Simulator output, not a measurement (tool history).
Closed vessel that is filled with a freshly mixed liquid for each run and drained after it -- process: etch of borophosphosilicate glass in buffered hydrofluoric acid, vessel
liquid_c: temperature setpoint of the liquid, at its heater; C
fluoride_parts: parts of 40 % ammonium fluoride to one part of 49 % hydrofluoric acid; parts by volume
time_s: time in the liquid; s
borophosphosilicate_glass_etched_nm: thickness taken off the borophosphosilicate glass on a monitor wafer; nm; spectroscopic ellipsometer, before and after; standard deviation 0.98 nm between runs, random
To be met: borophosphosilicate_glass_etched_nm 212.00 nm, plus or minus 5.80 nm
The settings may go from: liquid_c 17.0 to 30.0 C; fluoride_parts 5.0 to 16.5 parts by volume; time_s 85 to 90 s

run    day  liquid_c  fluoride_parts  time_s  borophosphosilicate_glass_etched_nm
  1  0.000      22.0            10.0      85                               124.18
  2  0.062      19.0            10.0      85                               105.57
  3  0.375      22.0            10.0      85                               124.83
  4  0.671      22.0             8.5      85                               141.92
  5  0.904      23.0             8.5      85                               149.55
  6  1.054      23.0            10.0      85                               131.58
  7  1.400      23.5            10.0      85                               134.26
  8  1.521      24.0            10.0      85                               137.32
  9  1.571      24.5            10.0      85                               142.52
     1.646  -- hydrofluoric acid flow meter replaced
 10  1.646      25.0            10.0      85                               160.57
 11  1.842      25.5            10.0      85                               163.54
 12  2.112      26.0            10.0      85                               167.70

Of the 5 settings listed for the next run, only one would bring every result within its allowed miss of target. Which one?
  A  2.383      26.5             9.0      90                                    ?
  B  2.383      28.0             9.0      90                                    ?
  C  2.383      27.5             8.0      90                                    ?
  D  2.383      27.0             9.0      90                                    ?
  E  2.383      26.5             9.5      90                                    ?

move  borophosphosilicate_glass_etched_nm
   A                               195.65
   B                               211.77
   C                               234.63
   D                               200.90
   E                               189.04
A: nearer than the last run, and not there yet
B: every result within its allowed miss
C: pushes the last run's worst result past its target
D: nearer than the last run, and not there yet
E: nearer than the last run, and not there yet
Correct choice: B, which meets every target

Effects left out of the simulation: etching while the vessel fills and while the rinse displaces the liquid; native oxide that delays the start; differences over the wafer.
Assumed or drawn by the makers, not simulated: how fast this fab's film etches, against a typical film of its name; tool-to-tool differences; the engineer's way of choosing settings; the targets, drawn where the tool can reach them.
